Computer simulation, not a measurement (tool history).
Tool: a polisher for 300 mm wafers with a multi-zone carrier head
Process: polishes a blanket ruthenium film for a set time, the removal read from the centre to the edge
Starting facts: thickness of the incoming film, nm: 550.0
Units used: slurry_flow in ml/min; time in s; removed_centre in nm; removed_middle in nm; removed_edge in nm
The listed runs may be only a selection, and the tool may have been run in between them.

run 1 day=0.000 | slurry_flow=155 centre_zone=1.00 middle_zone=1.00 edge_zone=1.00 time=37 | removed_centre=36.682 removed_middle=36.860 removed_edge=35.913
run 2 day=0.029 | slurry_flow=155 centre_zone=1.00 middle_zone=0.94 edge_zone=1.00 time=37 | removed_centre=36.298 removed_middle=34.614 removed_edge=36.517
run 3 day=0.125 | slurry_flow=155 centre_zone=1.00 middle_zone=0.94 edge_zone=1.00 time=45 | removed_centre=44.654 removed_middle=41.411 removed_edge=44.317
run 4 day=0.383 | slurry_flow=155 centre_zone=1.00 middle_zone=0.94 edge_zone=0.94 time=45 | removed_centre=44.144 removed_middle=42.099 removed_edge=43.567
run 5 day=0.688 | slurry_flow=145 centre_zone=0.97 middle_zone=0.92 edge_zone=0.92 time=40 | removed_centre=37.406 removed_middle=36.585 removed_edge=36.527
run 6 day=0.738 | slurry_flow=135 centre_zone=0.94 middle_zone=0.90 edge_zone=0.91 time=36 | removed_centre=32.418 removed_middle=31.871 removed_edge=32.797
run 7 day=0.992 | slurry_flow=130 centre_zone=0.92 middle_zone=0.88 edge_zone=0.89 time=33 | removed_centre=28.277 removed_middle=28.619 removed_edge=30.773

Predict the results of run 8:
run 8 day=1.283 | slurry_flow=125 centre_zone=0.90 middle_zone=0.87 edge_zone=0.88 time=30 | removed_centre=? removed_middle=? removed_edge=?

{"run 8": {"removed_centre": 25.432, "removed_middle": 25.688, "removed_edge": 26.988}}

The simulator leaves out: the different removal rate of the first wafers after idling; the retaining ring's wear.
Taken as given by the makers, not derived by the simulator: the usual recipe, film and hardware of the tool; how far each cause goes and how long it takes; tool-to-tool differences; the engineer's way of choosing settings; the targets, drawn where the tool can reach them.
